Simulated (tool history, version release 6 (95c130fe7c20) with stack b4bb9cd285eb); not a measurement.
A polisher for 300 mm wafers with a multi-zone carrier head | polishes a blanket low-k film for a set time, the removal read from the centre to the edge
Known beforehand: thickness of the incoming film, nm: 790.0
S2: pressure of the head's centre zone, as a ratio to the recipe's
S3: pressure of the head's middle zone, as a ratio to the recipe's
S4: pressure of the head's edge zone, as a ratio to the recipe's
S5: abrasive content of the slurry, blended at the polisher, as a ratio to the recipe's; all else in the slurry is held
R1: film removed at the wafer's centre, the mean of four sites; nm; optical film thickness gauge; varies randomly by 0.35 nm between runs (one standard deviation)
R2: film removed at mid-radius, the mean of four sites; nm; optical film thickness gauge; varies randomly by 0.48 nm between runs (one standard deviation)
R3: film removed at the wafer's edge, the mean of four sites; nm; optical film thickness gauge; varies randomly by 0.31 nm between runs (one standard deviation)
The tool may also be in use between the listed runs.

Run 1, hour 0: flow of slurry (ml/min) 220, S2 1, S3 1, S4 1, S5 1, polishing time (s) 86. Result: R1 29.388 nm, R2 30.399 nm, R3 30.49 nm.
Run 2, hour 1.3: flow of slurry (ml/min) 220, S2 0.97, S3 1, S4 1, S5 1, polishing time (s) 86. Result: R1 28.116 nm, R2 30.136 nm, R3 30.523 nm.
Run 3, hour 10: flow of slurry (ml/min) 220, S2 0.97, S3 1, S4 0.95, S5 1, polishing time (s) 86. Result: R1 28.868 nm, R2 29.5 nm, R3 29.579 nm.
Run 4, hour 17.1: flow of slurry (ml/min) 220, S2 1.05, S3 1, S4 0.95, S5 1, polishing time (s) 86. Result: R1 30.22 nm, R2 29.926 nm, R3 29.532 nm.
Run 5, hour 24.6: flow of slurry (ml/min) 185, S2 1.05, S3 1, S4 0.95, S5 1, polishing time (s) 86. Result: R1 30.036 nm, R2 29.443 nm, R3 29.417 nm.
Run 6, hour 25.4: flow of slurry (ml/min) 180, S2 1.06, S3 0.99, S4 0.99, S5 1.1, polishing time (s) 87. Result: R1 31.701 nm, R2 31.113 nm, R3 31.926 nm.

Predict the results of run 7:
Run 7, hour 31.2: flow of slurry (ml/min) 230, S2 1.13, S3 0.98, S4 1.09, S5 1.35, polishing time (s) 88. Result: R1 ?, R2 ?, R3 ?.

R1: 38.167 nm
R2: 33.953 nm
R3: 37.447 nm
